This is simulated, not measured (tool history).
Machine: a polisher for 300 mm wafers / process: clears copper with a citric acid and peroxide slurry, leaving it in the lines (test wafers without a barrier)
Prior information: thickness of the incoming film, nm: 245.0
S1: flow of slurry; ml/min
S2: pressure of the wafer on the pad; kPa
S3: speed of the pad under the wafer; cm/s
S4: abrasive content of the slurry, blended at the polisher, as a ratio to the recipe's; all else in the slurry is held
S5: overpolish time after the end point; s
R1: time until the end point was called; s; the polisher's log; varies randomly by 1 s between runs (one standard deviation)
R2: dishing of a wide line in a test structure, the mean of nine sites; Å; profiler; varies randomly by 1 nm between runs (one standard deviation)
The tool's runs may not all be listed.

Run 1, hour 0: S1 185 ml/min, S2 13.8 kPa, S3 128 cm/s, S4 1, S5 24 s. Result: R1 113.42 s, R2 355.07 Å.
Run 2, hour 2: S1 185 ml/min, S2 13.8 kPa, S3 128 cm/s, S4 1, S5 33 s. Result: R1 112.29 s, R2 462.17 Å.
Run 3, hour 3.9: S1 185 ml/min, S2 15.2 kPa, S3 128 cm/s, S4 1, S5 34 s. Result: R1 101.22 s, R2 520.19 Å.
Run 4, hour 12.3: S1 185 ml/min, S2 15.9 kPa, S3 128 cm/s, S4 1, S5 35 s. Result: R1 96.488 s, R2 540.26 Å.
Run 5, hour 16.3: S1 185 ml/min, S2 16.5 kPa, S3 130 cm/s, S4 1, S5 36 s. Result: R1 93.51 s, R2 594.69 Å.
Run 6, hour 17.4: S1 190 ml/min, S2 17.2 kPa, S3 130 cm/s, S4 1, S5 36 s. Result: R1 86.872 s, R2 618.98 Å.
Run 7, hour 24.2: S1 195 ml/min, S2 17.9 kPa, S3 130 cm/s, S4 1, S5 36 s. Result: R1 85.481 s, R2 641.46 Å.

The next listed run, before its measurement:
Run 8, hour 24.8: S1 195 ml/min, S2 18.6 kPa, S3 130 cm/s, S4 1, S5 36 s. Result: R1 ?, R2 ?.

{"run 8": {"R1": 82.646, "R2": 663.64}}

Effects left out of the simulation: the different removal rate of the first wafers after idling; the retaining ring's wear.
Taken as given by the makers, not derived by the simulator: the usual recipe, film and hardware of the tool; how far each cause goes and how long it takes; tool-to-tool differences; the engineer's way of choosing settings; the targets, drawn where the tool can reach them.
